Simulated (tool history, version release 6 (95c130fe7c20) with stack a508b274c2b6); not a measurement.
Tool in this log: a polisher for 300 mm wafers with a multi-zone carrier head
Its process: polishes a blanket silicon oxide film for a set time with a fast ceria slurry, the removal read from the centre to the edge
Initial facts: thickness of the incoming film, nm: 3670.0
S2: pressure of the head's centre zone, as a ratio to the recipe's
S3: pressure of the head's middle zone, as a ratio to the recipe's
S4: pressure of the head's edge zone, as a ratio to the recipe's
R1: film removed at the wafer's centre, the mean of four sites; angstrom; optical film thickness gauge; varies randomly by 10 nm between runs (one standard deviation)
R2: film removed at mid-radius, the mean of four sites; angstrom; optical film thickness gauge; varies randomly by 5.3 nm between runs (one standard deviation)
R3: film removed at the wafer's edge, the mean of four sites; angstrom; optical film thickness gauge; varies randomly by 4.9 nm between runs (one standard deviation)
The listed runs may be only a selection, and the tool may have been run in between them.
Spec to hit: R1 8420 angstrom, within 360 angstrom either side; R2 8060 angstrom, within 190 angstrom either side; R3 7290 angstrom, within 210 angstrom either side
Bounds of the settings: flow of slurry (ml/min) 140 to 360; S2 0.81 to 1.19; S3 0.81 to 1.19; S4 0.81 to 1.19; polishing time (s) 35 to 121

Run 1, hour 0: flow of slurry (ml/min) 230, S2 1, S3 1, S4 1, polishing time (s) 78. Result: R1 10656 angstrom, R2 10722 angstrom, R3 10894 angstrom.
Run 2, hour 1.7: flow of slurry (ml/min) 230, S2 1.01, S3 1, S4 0.98, polishing time (s) 75. Result: R1 10570 angstrom, R2 10262 angstrom, R3 10378 angstrom.
Run 3, hour 10.6: flow of slurry (ml/min) 230, S2 1.01, S3 1, S4 0.98, polishing time (s) 92. Result: R1 12850 angstrom, R2 12660 angstrom, R3 12809 angstrom.
Run 4, hour 19.4: flow of slurry (ml/min) 265, S2 1.01, S3 1, S4 0.98, polishing time (s) 92. Result: R1 12867 angstrom, R2 12927 angstrom, R3 12941 angstrom.
Run 5, hour 26.3: flow of slurry (ml/min) 265, S2 1.01, S3 0.96, S4 0.98, polishing time (s) 92. Result: R1 13217 angstrom, R2 12337 angstrom, R3 12894 angstrom.
Run 6, hour 33.8: flow of slurry (ml/min) 265, S2 1.01, S3 0.96, S4 1.02, polishing time (s) 92. Result: R1 13056 angstrom, R2 12429 angstrom, R3 12993 angstrom.
Run 7, hour 42.5: flow of slurry (ml/min) 270, S2 1.07, S3 1.06, S4 0.92, polishing time (s) 70. Result: R1 10704 angstrom, R2 10339 angstrom, R3 9583 angstrom.
Run 8, hour 43.5: flow of slurry (ml/min) 275, S2 1.07, S3 1.06, S4 0.91, polishing time (s) 67. Result: R1 9997.7 angstrom, R2 9880.3 angstrom, R3 9150.5 angstrom.
Run 9, hour 46.6: flow of slurry (ml/min) 275, S2 1.07, S3 1.06, S4 0.9, polishing time (s) 65. Result: R1 9841.4 angstrom, R2 9642.3 angstrom, R3 8780 angstrom.
Run 10, hour 52.4: flow of slurry (ml/min) 275, S2 1.07, S3 1.05, S4 0.89, polishing time (s) 64. Result: R1 9701 angstrom, R2 9422.9 angstrom, R3 8669.9 angstrom.
Run 11, hour 60: flow of slurry (ml/min) 275, S2 1.07, S3 1.05, S4 0.88, polishing time (s) 63. Result: R1 9503.2 angstrom, R2 9175.3 angstrom, R3 8520.8 angstrom.
Run 12, hour 68.6: flow of slurry (ml/min) 275, S2 1.07, S3 1.05, S4 0.87, polishing time (s) 62. Result: R1 9571.8 angstrom, R2 9130.3 angstrom, R3 8320.2 angstrom.
Run 13, hour 69.8: flow of slurry (ml/min) 275, S2 1.07, S3 1.05, S4 0.87, polishing time (s) 62. Result: R1 9429.4 angstrom, R2 9069.8 angstrom, R3 8223.1 angstrom.
Run 14, hour 76.9: flow of slurry (ml/min) 210, S2 1.05, S3 1.02, S4 0.81, polishing time (s) 56. Result: R1 8015.9 angstrom, R2 7654.5 angstrom, R3 7210.7 angstrom.
Run 15, hour 83.4: flow of slurry (ml/min) 215, S2 1.05, S3 1.02, S4 0.81, polishing time (s) 56. Result: R1 7849.3 angstrom, R2 7752.5 angstrom, R3 7147.2 angstrom.
Run 16, hour 91: flow of slurry (ml/min) 215, S2 1.05, S3 1.02, S4 0.81, polishing time (s) 56. Result: R1 8007.1 angstrom, R2 7754.6 angstrom, R3 7134.8 angstrom.
Run 17, hour 96.1: flow of slurry (ml/min) 220, S2 1.05, S3 1.02, S4 0.81, polishing time (s) 56. Result: R1 8114.9 angstrom, R2 7762.4 angstrom, R3 7100.8 angstrom.

Of the 5 settings listed for the next run, only one would bring every result within its allowed miss of target. Which one?
Run A, hour 101.2: flow of slurry (ml/min) 215, S2 1.12, S3 0.95, S4 0.81, polishing time (s) 57. Result: R1 ?, R2 ?, R3 ?.
Run B, hour 101.2: flow of slurry (ml/min) 235, S2 1.11, S3 1.05, S4 0.81, polishing time (s) 51. Result: R1 ?, R2 ?, R3 ?.
Run C, hour 101.2: flow of slurry (ml/min) 355, S2 1.05, S3 1.02, S4 0.81, polishing time (s) 55. Result: R1 ?, R2 ?, R3 ?.
Run D, hour 101.2: flow of slurry (ml/min) 215, S2 1.09, S3 0.95, S4 0.81, polishing time (s) 57. Result: R1 ?, R2 ?, R3 ?.
Run E, hour 101.2: flow of slurry (ml/min) 195, S2 1.08, S3 1.07, S4 0.85, polishing time (s) 54. Result: R1 ?, R2 ?, R3 ?.

move      R1      R2      R3
   A  8539.4  7404.4  7385.6
   B  7696.5  7301.1    6662
   C  8323.5    8033  7433.7
   D  8348.8  7405.3  7385.6
   E  7721.1  7638.2  7027.5
A: moves away from the targets compared with the last run
B: moves away from the targets compared with the last run
C: meets every target
D: moves away from the targets compared with the last run
E: moves away from the targets compared with the last run
Answer: C
